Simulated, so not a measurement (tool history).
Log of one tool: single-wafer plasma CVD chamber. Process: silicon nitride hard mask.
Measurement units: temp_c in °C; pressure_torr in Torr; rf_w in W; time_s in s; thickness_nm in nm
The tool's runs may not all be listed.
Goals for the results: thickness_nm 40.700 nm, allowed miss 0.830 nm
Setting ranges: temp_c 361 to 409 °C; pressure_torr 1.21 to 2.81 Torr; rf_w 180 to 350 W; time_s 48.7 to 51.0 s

{"run": 1, "hour": 0.0, "temp_c": 385, "pressure_torr": 2.01, "rf_w": 265, "time_s": 51.0, "thickness_nm": 59.127}
{"run": 2, "hour": 6.7, "temp_c": 387, "pressure_torr": 1.77, "rf_w": 240, "time_s": 50.3, "thickness_nm": 50.948}
{"run": 3, "hour": 10.1, "temp_c": 387, "pressure_torr": 1.77, "rf_w": 275, "time_s": 50.3, "thickness_nm": 57.928}
{"run": 4, "hour": 18.3, "temp_c": 387, "pressure_torr": 2.06, "rf_w": 275, "time_s": 50.3, "thickness_nm": 60.489}
{"run": 5, "hour": 27.1, "temp_c": 387, "pressure_torr": 2.06, "rf_w": 275, "time_s": 51.0, "thickness_nm": 61.44}
{"run": 6, "hour": 32.7, "temp_c": 387, "pressure_torr": 2.06, "rf_w": 275, "time_s": 48.7, "thickness_nm": 58.636}
{"run": 7, "hour": 37.6, "temp_c": 388, "pressure_torr": 1.84, "rf_w": 255, "time_s": 48.7, "thickness_nm": 52.814}
{"run": 8, "hour": 43.2, "temp_c": 388, "pressure_torr": 1.67, "rf_w": 240, "time_s": 48.7, "thickness_nm": 48.448}
{"run": 9, "hour": 46.0, "temp_c": 388, "pressure_torr": 1.54, "rf_w": 230, "time_s": 48.7, "thickness_nm": 45.256}
{"run": 10, "hour": 51.6, "temp_c": 388, "pressure_torr": 1.21, "rf_w": 215, "time_s": 48.7, "thickness_nm": 38.973}
{"run": 11, "hour": 58.1, "temp_c": 388, "pressure_torr": 1.25, "rf_w": 215, "time_s": 48.7, "thickness_nm": 39.422}

Which of these 4 next moves meets every target?
{"run": "A", "hour": 64.6, "temp_c": 395, "pressure_torr": 1.54, "rf_w": 200, "time_s": 51.0, "thickness_nm": "?"}
{"run": "B", "hour": 64.6, "temp_c": 397, "pressure_torr": 1.5, "rf_w": 210, "time_s": 51.0, "thickness_nm": "?"}
{"run": "C", "hour": 64.6, "temp_c": 380, "pressure_torr": 1.3, "rf_w": 200, "time_s": 50.7, "thickness_nm": "?"}
{"run": "D", "hour": 64.6, "temp_c": 383, "pressure_torr": 1.23, "rf_w": 210, "time_s": 49.3, "thickness_nm": "?"}

move=A thickness_nm=40.268
move=B thickness_nm=42.358
move=C thickness_nm=38.334
move=D thickness_nm=38.841
A: all results land within tolerance of their targets
B: takes the biggest miss from the last run beyond its target
C: misses by more than the last run did
D: misses by more than the last run did
A is the move that brings every result within its allowed miss.
